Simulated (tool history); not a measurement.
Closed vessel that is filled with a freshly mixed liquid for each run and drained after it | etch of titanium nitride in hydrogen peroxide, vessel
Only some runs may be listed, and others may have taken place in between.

| run | hour | temperature setpoint of the liquid (K) | concentration of hydrogen peroxide in the mixed liquid (% by weight) | time in the liquid (s) | thickness taken off the titanium nitride on a monitor wafer (Å) |
|---|---|---|---|---|---|
| 1 | 0 | 325.15 | 22.5 | 180 | 128.11 |
| 2 | 2.8 | 325.15 | 25.5 | 180 | 130.64 |
| 3 | 11.8 | 325.15 | 30 | 180 | 134 |
| 4 | 17.5 | 322.65 | 30 | 180 | 113.26 |
| 5 | 21.6 | 322.65 | 25 | 180 | 108.43 |
| 6 | 25.6 | 320.65 | 25 | 180 | 93.12 |
| 7 | 33.4 | 319.15 | 25 | 180 | 83.726 |
| 8 | 39.8 | 317.65 | 25 | 180 | 75.562 |

The next listed run, before its measurement:
| 9 | 40.9 | 317.65 | 25 | 180 | ? |

Run 9 gave thickness taken off the titanium nitride on a monitor wafer (Å) 74.38.

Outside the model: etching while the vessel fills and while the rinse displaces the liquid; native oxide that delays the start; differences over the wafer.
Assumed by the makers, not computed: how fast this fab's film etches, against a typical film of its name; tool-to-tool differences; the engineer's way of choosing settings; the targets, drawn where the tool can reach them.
